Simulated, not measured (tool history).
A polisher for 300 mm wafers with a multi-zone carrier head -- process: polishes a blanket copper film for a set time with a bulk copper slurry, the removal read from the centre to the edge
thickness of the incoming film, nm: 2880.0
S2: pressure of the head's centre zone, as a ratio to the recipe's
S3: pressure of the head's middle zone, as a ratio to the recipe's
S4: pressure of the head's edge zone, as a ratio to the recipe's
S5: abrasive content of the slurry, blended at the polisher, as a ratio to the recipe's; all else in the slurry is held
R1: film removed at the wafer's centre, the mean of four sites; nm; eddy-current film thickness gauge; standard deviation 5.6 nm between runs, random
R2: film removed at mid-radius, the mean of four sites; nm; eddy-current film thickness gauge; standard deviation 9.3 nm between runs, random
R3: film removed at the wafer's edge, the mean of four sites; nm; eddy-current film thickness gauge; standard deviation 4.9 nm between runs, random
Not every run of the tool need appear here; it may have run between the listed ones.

Run 1, hour 0: flow of slurry (ml/min) 135, S2 1, S3 1, S4 1, S5 1, polishing time (s) 67. Result: R1 623.61 nm, R2 613.37 nm, R3 630.63 nm.
Run 2, hour 6.5: flow of slurry (ml/min) 110, S2 1, S3 1, S4 1, S5 1, polishing time (s) 67. Result: R1 581.88 nm, R2 575.12 nm, R3 609.17 nm.
Run 3, hour 7.2: flow of slurry (ml/min) 130, S2 0.97, S3 1.02, S4 1.06, S5 1.1, polishing time (s) 67. Result: R1 604.08 nm, R2 624.1 nm, R3 656.19 nm.
Run 4, hour 14: flow of slurry (ml/min) 145, S2 0.95, S3 1.03, S4 1.1, S5 1.2, polishing time (s) 67. Result: R1 626.79 nm, R2 659.99 nm, R3 690.37 nm.
Run 5, hour 22.5: flow of slurry (ml/min) 170, S2 0.95, S3 1.03, S4 1.1, S5 1.2, polishing time (s) 67. Result: R1 644.98 nm, R2 670.83 nm, R3 704.94 nm.
Run 6, hour 29: flow of slurry (ml/min) 175, S2 0.94, S3 1.05, S4 1.12, S5 1.3, polishing time (s) 68. Result: R1 660.76 nm, R2 708.6 nm, R3 733.92 nm.
Run 7, hour 34.5: flow of slurry (ml/min) 180, S2 0.93, S3 1.06, S4 1.14, S5 1.35, polishing time (s) 69. Result: R1 662.38 nm, R2 728.48 nm, R3 759.42 nm.
Run 8, hour 37.4: flow of slurry (ml/min) 185, S2 0.93, S3 1.07, S4 1.15, S5 1.4, polishing time (s) 69. Result: R1 676.71 nm, R2 754.96 nm, R3 766.74 nm.
Run 9, hour 39.5: flow of slurry (ml/min) 190, S2 0.93, S3 1.07, S4 1.16, S5 1.45, polishing time (s) 69. Result: R1 690.43 nm, R2 748.72 nm, R3 783.38 nm.
Run 10, hour 41: flow of slurry (ml/min) 190, S2 0.93, S3 1.07, S4 1.16, S5 1.45, polishing time (s) 69. Result: R1 687.37 nm, R2 781.64 nm, R3 783.88 nm.

What does the tool deliver on the next run?
Run 11, hour 44: flow of slurry (ml/min) 190, S2 0.93, S3 1.06, S4 1.17, S5 1.45, polishing time (s) 69. Result: R1 ?, R2 ?, R3 ?.

Run 11 came out at R1 680.01 nm, R2 752.61 nm, R3 776.22 nm.

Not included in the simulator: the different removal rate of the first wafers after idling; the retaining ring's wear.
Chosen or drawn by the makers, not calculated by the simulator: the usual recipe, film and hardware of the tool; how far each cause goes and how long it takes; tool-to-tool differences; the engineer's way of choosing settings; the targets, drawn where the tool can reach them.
